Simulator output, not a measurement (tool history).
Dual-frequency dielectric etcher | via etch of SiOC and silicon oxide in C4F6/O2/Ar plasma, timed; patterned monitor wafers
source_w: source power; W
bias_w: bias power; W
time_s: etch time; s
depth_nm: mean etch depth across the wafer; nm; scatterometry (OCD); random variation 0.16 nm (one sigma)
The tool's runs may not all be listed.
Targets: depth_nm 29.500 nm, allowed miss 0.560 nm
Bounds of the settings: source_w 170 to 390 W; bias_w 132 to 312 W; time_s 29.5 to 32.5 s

Run 1, day 0.000: source_w 280 W, bias_w 222 W, time_s 32.5 s. Result: depth_nm 33.932 nm.
Run 2, day 0.225: source_w 270 W, bias_w 221 W, time_s 32.5 s. Result: depth_nm 33.672 nm.
Run 3, day 0.483: source_w 270 W, bias_w 183 W, time_s 32.5 s. Result: depth_nm 31.117 nm.
Run 4, day 0.600: source_w 270 W, bias_w 182 W, time_s 32.5 s. Result: depth_nm 30.777 nm.
Run 5, day 0.675: source_w 270 W, bias_w 154 W, time_s 32.5 s. Result: depth_nm 27.920 nm.
Run 6, day 0.817: source_w 270 W, bias_w 154 W, time_s 29.5 s. Result: depth_nm 25.482 nm.
Run 7, day 0.975: source_w 280 W, bias_w 155 W, time_s 29.5 s. Result: depth_nm 25.727 nm.
Run 8, day 1.221: source_w 280 W, bias_w 159 W, time_s 29.5 s. Result: depth_nm 26.275 nm.
Run 9, day 1.288: source_w 290 W, bias_w 162 W, time_s 29.5 s. Result: depth_nm 26.714 nm.
Run 10, day 1.429: source_w 300 W, bias_w 164 W, time_s 29.5 s. Result: depth_nm 27.257 nm.
Run 11, day 1.500: source_w 310 W, bias_w 165 W, time_s 29.5 s. Result: depth_nm 27.447 nm.
Run 12, day 1.538: source_w 320 W, bias_w 166 W, time_s 29.5 s. Result: depth_nm 27.638 nm.
Run 13, day 1.788: source_w 320 W, bias_w 167 W, time_s 29.5 s. Result: depth_nm 27.591 nm.
Run 14, day 1.896: source_w 320 W, bias_w 167 W, time_s 29.5 s. Result: depth_nm 27.818 nm.
Run 15, day 2.188: source_w 320 W, bias_w 168 W, time_s 29.5 s. Result: depth_nm 27.744 nm.
Run 16, day 2.217: source_w 320 W, bias_w 169 W, time_s 29.5 s. Result: depth_nm 27.840 nm.
Run 17, day 2.467: source_w 320 W, bias_w 170 W, time_s 29.5 s. Result: depth_nm 28.055 nm.
Run 18, day 2.671: source_w 320 W, bias_w 171 W, time_s 29.5 s. Result: depth_nm 27.993 nm.
Run 19, day 2.962: source_w 320 W, bias_w 171 W, time_s 29.5 s. Result: depth_nm 28.333 nm.
Run 20, day 3.017: source_w 340 W, bias_w 174 W, time_s 29.5 s. Result: depth_nm 28.842 nm.

Which of these 4 next moves meets every target?
Run A, day 3.071: source_w 350 W, bias_w 163 W, time_s 29.5 s. Result: depth_nm ?.
Run B, day 3.071: source_w 320 W, bias_w 191 W, time_s 29.5 s. Result: depth_nm ?.
Run C, day 3.071: source_w 380 W, bias_w 146 W, time_s 31.0 s. Result: depth_nm ?.
Run D, day 3.071: source_w 290 W, bias_w 177 W, time_s 29.5 s. Result: depth_nm ?.

move  depth_nm
   A    28.343
   B    29.938
   C    28.803
   D    28.122
A: further off than the last run
B: meets every target
C: further off than the last run
D: further off than the last run
Answer: B

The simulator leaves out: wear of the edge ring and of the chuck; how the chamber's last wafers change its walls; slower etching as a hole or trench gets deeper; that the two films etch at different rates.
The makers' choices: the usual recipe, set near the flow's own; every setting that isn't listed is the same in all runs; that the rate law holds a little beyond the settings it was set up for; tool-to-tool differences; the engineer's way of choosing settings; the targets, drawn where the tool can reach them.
